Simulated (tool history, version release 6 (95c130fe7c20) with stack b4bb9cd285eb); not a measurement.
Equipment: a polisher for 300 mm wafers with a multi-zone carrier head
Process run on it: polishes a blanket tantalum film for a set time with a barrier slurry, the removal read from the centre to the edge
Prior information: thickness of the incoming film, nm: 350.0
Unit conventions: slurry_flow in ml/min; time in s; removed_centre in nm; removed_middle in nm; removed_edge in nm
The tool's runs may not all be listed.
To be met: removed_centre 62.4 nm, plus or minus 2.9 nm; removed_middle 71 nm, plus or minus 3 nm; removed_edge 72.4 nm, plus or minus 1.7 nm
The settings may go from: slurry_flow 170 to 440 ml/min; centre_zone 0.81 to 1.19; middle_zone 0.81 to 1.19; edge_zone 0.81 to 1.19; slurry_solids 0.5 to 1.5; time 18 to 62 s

run 1 hour=0 | slurry_flow=280 centre_zone=1 middle_zone=1 edge_zone=1 slurry_solids=1 time=40 | removed_centre=62.445 removed_middle=62.795 removed_edge=61.626
run 2 hour=4.7 | slurry_flow=285 centre_zone=0.99 middle_zone=1.01 edge_zone=1.02 slurry_solids=1 time=40 | removed_centre=61.243 removed_middle=63.378 removed_edge=61.217
run 3 hour=9.8 | slurry_flow=285 centre_zone=0.99 middle_zone=1.01 edge_zone=1.02 slurry_solids=1 time=35 | removed_centre=54.392 removed_middle=55.413 removed_edge=53.199
run 4 hour=17 | slurry_flow=280 centre_zone=0.98 middle_zone=1.01 edge_zone=1.03 slurry_solids=1.05 time=36 | removed_centre=56.134 removed_middle=56.112 removed_edge=56.813
run 5 hour=21.1 | slurry_flow=285 centre_zone=0.97 middle_zone=1.03 edge_zone=1.04 slurry_solids=1.1 time=36 | removed_centre=55.728 removed_middle=59.117 removed_edge=57.928
run 6 hour=23.9 | slurry_flow=285 centre_zone=0.97 middle_zone=1.12 edge_zone=1.04 slurry_solids=1.1 time=36 | removed_centre=56.307 removed_middle=64.237 removed_edge=57.852
run 7 hour=26.2 | slurry_flow=305 centre_zone=0.93 middle_zone=1.06 edge_zone=1.14 slurry_solids=1.35 time=37 | removed_centre=60.762 removed_middle=67.396 removed_edge=66.456
run 8 hour=27.8 | slurry_flow=305 centre_zone=0.92 middle_zone=1.06 edge_zone=1.15 slurry_solids=1.35 time=37 | removed_centre=58.347 removed_middle=65.932 removed_edge=66.468

Exercise: of the 5 proposed moves below, exactly one satisfies all targets within the stated allowed misses. Which move is it?
run A hour=29.4 | slurry_flow=285 centre_zone=1.07 middle_zone=0.98 edge_zone=1.14 slurry_solids=0.95 time=43 | removed_centre=? removed_middle=? removed_edge=?
run B hour=29.4 | slurry_flow=240 centre_zone=1.04 middle_zone=1.18 edge_zone=1 slurry_solids=1.5 time=41 | removed_centre=? removed_middle=? removed_edge=?
run C hour=29.4 | slurry_flow=310 centre_zone=1.05 middle_zone=0.9 edge_zone=1.17 slurry_solids=1.45 time=39 | removed_centre=? removed_middle=? removed_edge=?
run D hour=29.4 | slurry_flow=285 centre_zone=0.91 middle_zone=1.15 edge_zone=1.16 slurry_solids=1.3 time=41 | removed_centre=? removed_middle=? removed_edge=?
run E hour=29.4 | slurry_flow=360 centre_zone=0.9 middle_zone=1.02 edge_zone=1.14 slurry_solids=1.5 time=39 | removed_centre=? removed_middle=? removed_edge=?

move=A removed_centre=68.632 removed_middle=64.256 removed_edge=68.586
move=B removed_centre=70.716 removed_middle=79.942 removed_edge=68.362
move=C removed_centre=69.569 removed_middle=61.8 removed_edge=71.711
move=D removed_centre=61.153 removed_middle=77.217 removed_edge=72.346
move=E removed_centre=61.001 removed_middle=70.197 removed_edge=71.952
A: better than the last run, though not everything is in spec
B: better than the last run, though not everything is in spec
C: brings the last run's worst result on target, with another outside its allowed miss
D: brings the last run's worst result on target, with another outside its allowed miss
E: hits every target within its allowed miss
Correct choice: E, which meets every target
